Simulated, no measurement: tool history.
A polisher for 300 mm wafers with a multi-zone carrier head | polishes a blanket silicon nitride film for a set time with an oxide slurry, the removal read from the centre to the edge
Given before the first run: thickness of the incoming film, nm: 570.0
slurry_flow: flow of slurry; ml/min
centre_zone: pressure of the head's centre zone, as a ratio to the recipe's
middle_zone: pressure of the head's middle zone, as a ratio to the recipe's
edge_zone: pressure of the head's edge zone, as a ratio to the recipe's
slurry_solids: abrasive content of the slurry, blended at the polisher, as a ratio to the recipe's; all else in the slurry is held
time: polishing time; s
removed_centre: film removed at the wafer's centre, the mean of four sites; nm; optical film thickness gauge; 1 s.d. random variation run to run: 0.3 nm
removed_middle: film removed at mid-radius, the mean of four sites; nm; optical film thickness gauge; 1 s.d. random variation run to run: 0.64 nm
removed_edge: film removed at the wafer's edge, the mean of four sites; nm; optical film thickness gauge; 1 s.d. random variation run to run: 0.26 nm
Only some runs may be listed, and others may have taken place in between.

| run | day | slurry_flow | centre_zone | middle_zone | edge_zone | slurry_solids | time | removed_centre | removed_middle | removed_edge |
|---|---|---|---|---|---|---|---|---|---|---|
| 1 | 0 | 130 | 1 | 1 | 1 | 1 | 65 | 49.855 | 51.837 | 52.949 |
| 2 | 0.108 | 130 | 1 | 1 | 1.06 | 1 | 65 | 50.567 | 49.897 | 55.126 |
| 3 | 0.262 | 145 | 1 | 1 | 1.06 | 1 | 65 | 52.039 | 52.317 | 55.776 |
| 4 | 0.483 | 125 | 1 | 1 | 1.06 | 1 | 65 | 50.112 | 50.258 | 54.624 |
| 5 | 0.808 | 120 | 1 | 0.99 | 1 | 0.9 | 65 | 46.507 | 45.453 | 49.645 |
|  | 0.962 | edge zone pressure recalibrated |
| 6 | 0.962 | 115 | 1 | 1.01 | 0.94 | 0.85 | 65 | 44.261 | 45.55 | 44.742 |

Expected results for the next run?
| 7 | 1.238 | 105 | 0.99 | 1.02 | 0.93 | 0.85 | 65 | ? | ? | ? |

{"run 7": {"removed_centre": 42.136, "removed_middle": 44.28, "removed_edge": 43.84}}
